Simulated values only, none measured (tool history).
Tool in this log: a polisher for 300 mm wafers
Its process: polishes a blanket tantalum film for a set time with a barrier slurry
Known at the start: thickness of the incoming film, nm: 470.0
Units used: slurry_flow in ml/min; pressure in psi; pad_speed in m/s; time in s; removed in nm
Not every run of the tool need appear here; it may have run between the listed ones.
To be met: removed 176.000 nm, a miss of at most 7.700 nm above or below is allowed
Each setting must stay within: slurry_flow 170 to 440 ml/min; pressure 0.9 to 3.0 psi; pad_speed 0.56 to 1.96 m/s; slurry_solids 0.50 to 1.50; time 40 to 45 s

| run | hour | slurry_flow | pressure | pad_speed | slurry_solids | time | removed |
|---|---|---|---|---|---|---|---|
| 1 | 0.0 | 280 | 1.9 | 1.26 | 1.00 | 45 | 95.140 |
| 2 | 1.0 | 280 | 1.5 | 1.26 | 1.00 | 45 | 75.442 |
| 3 | 7.0 | 280 | 1.5 | 1.26 | 0.90 | 45 | 74.962 |
| 4 | 8.3 | 280 | 1.7 | 1.26 | 0.90 | 45 | 84.809 |
| 5 | 16.6 | 280 | 1.7 | 1.26 | 0.90 | 45 | 84.468 |
| 6 | 18.7 | 350 | 1.7 | 1.26 | 0.90 | 45 | 84.427 |
| 7 | 22.6 | 350 | 1.8 | 1.26 | 0.90 | 45 | 90.069 |
| 8 | 31.6 | 350 | 1.9 | 1.26 | 0.90 | 45 | 96.128 |
| 9 | 37.4 | 350 | 2.0 | 1.26 | 0.90 | 45 | 102.590 |
| 10 | 41.9 | 350 | 2.6 | 1.30 | 0.90 | 45 | 132.570 |
| 11 | 47.0 | 350 | 2.6 | 1.32 | 0.90 | 45 | 131.450 |
| 12 | 55.7 | 350 | 2.6 | 1.34 | 0.90 | 45 | 135.260 |
| 13 | 58.4 | 350 | 2.6 | 1.36 | 0.90 | 45 | 137.070 |
| 14 | 62.8 | 350 | 2.6 | 1.38 | 0.90 | 45 | 137.450 |
| 15 | 70.0 | 350 | 2.6 | 1.40 | 0.90 | 45 | 138.430 |

Next run, 5 choices. One meets every target within its allowed miss, the rest don't. Which?
| A | 77.2 | 425 | 2.6 | 1.38 | 0.50 | 40 | ? |
| B | 77.2 | 370 | 2.6 | 1.54 | 1.00 | 45 | ? |
| C | 77.2 | 375 | 2.8 | 1.58 | 0.90 | 43 | ? |
| D | 77.2 | 405 | 2.5 | 1.34 | 0.75 | 40 | ? |
| E | 77.2 | 375 | 2.8 | 1.68 | 0.90 | 45 | ? |

| move | removed |
|---|---|
| A | 108.840 |
| B | 154.600 |
| C | 158.450 |
| D | 112.400 |
| E | 173.880 |
A: further off than the last run
B: better than the last run, though not everything is in spec
C: better than the last run, though not everything is in spec
D: further off than the last run
E: meets every target
Go with E: it meets all targets.
